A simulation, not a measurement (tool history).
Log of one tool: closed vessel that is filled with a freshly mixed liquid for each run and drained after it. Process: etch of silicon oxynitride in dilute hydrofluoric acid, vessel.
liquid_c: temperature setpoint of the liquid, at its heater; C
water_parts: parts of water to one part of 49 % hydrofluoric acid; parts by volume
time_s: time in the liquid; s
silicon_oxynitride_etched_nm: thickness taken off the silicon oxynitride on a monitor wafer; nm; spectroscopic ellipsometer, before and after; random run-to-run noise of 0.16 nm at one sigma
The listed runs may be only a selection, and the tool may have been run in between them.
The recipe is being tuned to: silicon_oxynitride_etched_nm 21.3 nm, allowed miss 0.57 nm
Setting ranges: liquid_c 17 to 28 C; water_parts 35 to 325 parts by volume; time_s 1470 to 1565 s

run,hour,liquid_c,water_parts,time_s,silicon_oxynitride_etched_nm
1,0,20,180,1470,16.678
2,1.3,20,245,1470,11.812
3,9,18,245,1470,10.836
4,11.6,18,185,1470,15.024
5,13.2,20,185,1470,16.227
6,20.9,21.5,185,1470,17.576
7,24.6,22.5,185,1470,18.362
8,34,22.5,185,1470,18.199
9,38.3,23,185,1470,18.77
10,46.7,23.5,185,1470,19.193
11,50.3,24,185,1470,19.477
12,52.8,24.5,185,1470,19.868

Which of these 4 next moves meets every target?
A,55.3,25,190,1470,?
B,55.3,25,180,1565,?
C,55.3,23,170,1505,?
D,55.3,23.5,190,1490,?

move,silicon_oxynitride_etched_nm
A,19.901
B,22.54
C,21.129
D,18.863
A: neither nearer nor further off than the last run
B: takes the result that was furthest off past its target
C: meets every target
D: misses by more than the last run did
Go with C: it meets all targets.

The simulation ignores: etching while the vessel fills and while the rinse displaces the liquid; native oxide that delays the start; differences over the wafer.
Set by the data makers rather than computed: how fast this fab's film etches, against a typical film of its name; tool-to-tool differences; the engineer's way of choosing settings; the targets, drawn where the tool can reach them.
